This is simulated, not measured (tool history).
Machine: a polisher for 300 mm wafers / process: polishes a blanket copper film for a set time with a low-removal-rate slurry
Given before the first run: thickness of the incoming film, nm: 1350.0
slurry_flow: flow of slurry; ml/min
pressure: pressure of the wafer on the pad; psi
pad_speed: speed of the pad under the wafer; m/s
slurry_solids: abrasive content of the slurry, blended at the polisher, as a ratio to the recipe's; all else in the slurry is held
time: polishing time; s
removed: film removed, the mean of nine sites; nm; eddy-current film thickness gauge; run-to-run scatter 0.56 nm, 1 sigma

run	hour	slurry_flow	pressure	pad_speed	slurry_solids	time	removed
1	0	315	2.8	1	1	45	123.31
2	5.6	315	2.8	1	1.1	45	127.41
3	7.9	315	3.4	1	1.1	45	154.32
4	11.3	315	3.1	1	1.1	45	140.42
# hour 12.9: slurry blender recalibrated
5	12.9	315	3.1	1	1.25	45	150.2
6	16.4	315	3.1	1	1.25	45	149.5
7	18.3	310	2.3	0.98	1.25	45	109.04

Run 8 comes next. What will it give?
8	19.7	310	2.2	0.98	1.25	45	?

Run 8 produced removed 106.35 nm.
